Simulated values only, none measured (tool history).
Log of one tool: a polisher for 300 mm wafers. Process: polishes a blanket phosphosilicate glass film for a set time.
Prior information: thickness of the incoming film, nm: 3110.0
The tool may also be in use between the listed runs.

run,hour,flow of slurry (ml/min),pressure of the wafer on the pad (kPa),speed of the pad under the wafer (cm/s),abrasive content of the slurry,polishing time (s),film removed (nm)
1,0,175,20.7,100,1,37,260.21
2,1.7,175,24.8,100,1,37,311.6
3,4.3,175,24.8,84,1,37,271.79
4,5.4,175,25.5,86,1,37,281.26
5,7.6,175,25.5,72,1,37,245.47
6,13.6,175,26.2,76,1,37,260.45
7,17.7,175,26.9,80,1,37,280.95
8,22.7,175,27.6,84,1,37,300.05
9,30.1,175,28.3,88,1,37,319.02
10,37.3,175,29,90,1,37,329.26
11,46,175,29.6,94,1,37,350.29
12,54.3,175,29.6,96,1,37,357.31
13,56.8,175,29.6,98,1,37,361.05
14,62.6,175,29.6,100,1,37,371.48
15,63.2,175,29.6,102,1,37,376.75
16,63.7,175,29.6,104,1,37,386.58
17,68.7,180,31,108,1,37,406.04

Forecast run 18:
18,75,180,31,110,1,37,?

film removed (nm): 414.49
